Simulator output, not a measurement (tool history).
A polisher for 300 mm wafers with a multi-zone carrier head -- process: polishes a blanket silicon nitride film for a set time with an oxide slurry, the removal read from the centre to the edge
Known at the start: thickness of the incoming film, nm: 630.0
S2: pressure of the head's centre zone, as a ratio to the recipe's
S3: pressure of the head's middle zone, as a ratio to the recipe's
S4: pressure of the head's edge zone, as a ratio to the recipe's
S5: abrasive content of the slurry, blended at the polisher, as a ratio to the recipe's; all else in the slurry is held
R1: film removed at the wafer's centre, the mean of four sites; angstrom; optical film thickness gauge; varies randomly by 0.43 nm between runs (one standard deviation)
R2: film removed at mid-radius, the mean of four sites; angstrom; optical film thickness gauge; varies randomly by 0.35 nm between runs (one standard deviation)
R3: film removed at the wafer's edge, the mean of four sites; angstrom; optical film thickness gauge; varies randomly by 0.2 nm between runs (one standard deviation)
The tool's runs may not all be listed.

Run 1, hour 0.0: flow of slurry (ml/min) 125, S2 1.00, S3 1.00, S4 1.00, S5 1.00, polishing time (s) 51. Result: R1 253.11 angstrom, R2 258.14 angstrom, R3 257.62 angstrom.
Run 2, hour 4.9: flow of slurry (ml/min) 145, S2 1.00, S3 1.00, S4 1.00, S5 1.00, polishing time (s) 51. Result: R1 253.80 angstrom, R2 265.12 angstrom, R3 259.61 angstrom.
Run 3, hour 8.6: flow of slurry (ml/min) 150, S2 1.04, S3 1.04, S4 1.00, S5 1.05, polishing time (s) 51. Result: R1 281.09 angstrom, R2 286.35 angstrom, R3 268.81 angstrom.
Run 4, hour 11.5: flow of slurry (ml/min) 150, S2 1.10, S3 1.04, S4 1.00, S5 1.05, polishing time (s) 51. Result: R1 299.30 angstrom, R2 291.11 angstrom, R3 267.52 angstrom.
Run 5, hour 12.6: flow of slurry (ml/min) 150, S2 1.10, S3 1.04, S4 0.95, S5 1.05, polishing time (s) 51. Result: R1 300.78 angstrom, R2 286.73 angstrom, R3 261.54 angstrom.
Run 6, hour 19.1: flow of slurry (ml/min) 150, S2 1.10, S3 1.04, S4 0.95, S5 1.05, polishing time (s) 44. Result: R1 260.10 angstrom, R2 251.15 angstrom, R3 227.36 angstrom.
Run 7, hour 23.5: flow of slurry (ml/min) 150, S2 1.10, S3 1.04, S4 0.95, S5 1.05, polishing time (s) 44. Result: R1 258.71 angstrom, R2 246.96 angstrom, R3 227.04 angstrom.

Predict the results of run 8:
Run 8, hour 30.4: flow of slurry (ml/min) 155, S2 1.11, S3 1.07, S4 0.98, S5 1.10, polishing time (s) 44. Result: R1 ?, R2 ?, R3 ?.

Run 8 yielded R1 266.67 angstrom, R2 265.16 angstrom, R3 239.09 angstrom.
